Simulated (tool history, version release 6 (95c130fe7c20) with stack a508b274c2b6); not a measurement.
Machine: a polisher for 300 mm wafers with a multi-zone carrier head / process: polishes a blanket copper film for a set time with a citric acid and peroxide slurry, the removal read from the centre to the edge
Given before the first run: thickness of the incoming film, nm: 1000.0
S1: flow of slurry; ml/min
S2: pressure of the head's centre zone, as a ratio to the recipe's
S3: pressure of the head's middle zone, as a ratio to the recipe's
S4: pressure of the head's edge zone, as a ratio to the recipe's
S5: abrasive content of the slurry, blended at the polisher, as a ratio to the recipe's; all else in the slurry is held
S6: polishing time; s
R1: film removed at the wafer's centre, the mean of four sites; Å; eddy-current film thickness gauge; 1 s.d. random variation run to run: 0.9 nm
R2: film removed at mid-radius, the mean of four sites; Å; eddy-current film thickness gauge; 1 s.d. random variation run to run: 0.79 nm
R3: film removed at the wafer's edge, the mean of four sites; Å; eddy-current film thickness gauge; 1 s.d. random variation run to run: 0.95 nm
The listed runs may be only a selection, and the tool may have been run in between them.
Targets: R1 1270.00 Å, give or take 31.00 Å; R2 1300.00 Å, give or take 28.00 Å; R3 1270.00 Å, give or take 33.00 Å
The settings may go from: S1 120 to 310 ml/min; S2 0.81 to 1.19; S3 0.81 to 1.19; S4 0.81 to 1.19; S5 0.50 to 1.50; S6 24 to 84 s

run 1 hour=0.0 | S1=200 S2=1.00 S3=1.00 S4=1.00 S5=1.00 S6=54 | R1=975.60 R2=927.06 R3=978.46
run 2 hour=0.9 | S1=200 S2=0.92 S3=1.00 S4=1.00 S5=1.00 S6=54 | R1=895.45 R2=937.61 R3=966.58
run 3 hour=9.7 | S1=200 S2=0.92 S3=1.00 S4=1.00 S5=0.85 S6=54 | R1=869.50 R2=917.04 R3=953.31
run 4 hour=13.8 | S1=200 S2=0.92 S3=1.06 S4=1.00 S5=0.85 S6=54 | R1=869.59 R2=952.12 R3=944.01
run 5 hour=16.6 | S1=220 S2=0.95 S3=1.10 S4=1.05 S5=1.05 S6=56 | R1=997.58 R2=1083.50 R3=1060.00
run 6 hour=23.0 | S1=245 S2=0.95 S3=1.10 S4=1.05 S5=1.05 S6=56 | R1=1013.20 R2=1095.10 R3=1064.90
run 7 hour=30.9 | S1=250 S2=0.98 S3=1.12 S4=1.09 S5=1.20 S6=56 | R1=1067.70 R2=1154.00 R3=1140.60
run 8 hour=33.3 | S1=260 S2=1.02 S3=1.14 S4=1.11 S5=1.25 S6=56 | R1=1138.50 R2=1178.00 R3=1129.40
run 9 hour=35.7 | S1=270 S2=1.03 S3=1.15 S4=1.13 S5=1.35 S6=56 | R1=1183.60 R2=1211.20 R3=1174.20
run 10 hour=41.1 | S1=275 S2=1.03 S3=1.16 S4=1.15 S5=1.40 S6=56 | R1=1183.10 R2=1231.70 R3=1204.10
run 11 hour=44.5 | S1=280 S2=1.04 S3=1.17 S4=1.16 S5=1.45 S6=56 | R1=1198.10 R2=1251.60 R3=1232.90
run 12 hour=47.7 | S1=285 S2=1.05 S3=1.18 S4=1.17 S5=1.45 S6=56 | R1=1217.60 R2=1260.50 R3=1218.80
run 13 hour=55.6 | S1=290 S2=1.05 S3=1.18 S4=1.18 S5=1.45 S6=56 | R1=1238.60 R2=1264.80 R3=1243.00
run 14 hour=60.1 | S1=295 S2=1.05 S3=1.18 S4=1.18 S5=1.45 S6=56 | R1=1216.80 R2=1295.90 R3=1225.70

5 next moves are on the table. One of them brings every result within its allowed miss. Which?
run A hour=64.6 | S1=245 S2=1.06 S3=1.17 S4=1.15 S5=1.50 S6=58 | R1=? R2=? R3=?
run B hour=64.6 | S1=310 S2=0.95 S3=1.18 S4=1.14 S5=1.50 S6=57 | R1=? R2=? R3=?
run C hour=64.6 | S1=310 S2=1.02 S3=1.18 S4=1.15 S5=1.25 S6=57 | R1=? R2=? R3=?
run D hour=64.6 | S1=280 S2=0.93 S3=1.18 S4=1.19 S5=1.50 S6=58 | R1=? R2=? R3=?
run E hour=64.6 | S1=310 S2=0.96 S3=1.16 S4=1.14 S5=1.35 S6=58 | R1=? R2=? R3=?

move=A R1=1270.80 R2=1296.20 R3=1274.50
move=B R1=1151.10 R2=1317.70 R3=1271.50
move=C R1=1187.20 R2=1264.70 R3=1226.30
move=D R1=1133.30 R2=1327.00 R3=1312.60
move=E R1=1155.90 R2=1290.30 R3=1264.00
A: each result inside its tolerance
B: its largest miss is bigger than the last run's
C: its largest miss is bigger than the last run's
D: its largest miss is bigger than the last run's
E: its largest miss is bigger than the last run's
A is the move that brings every result within its allowed miss.
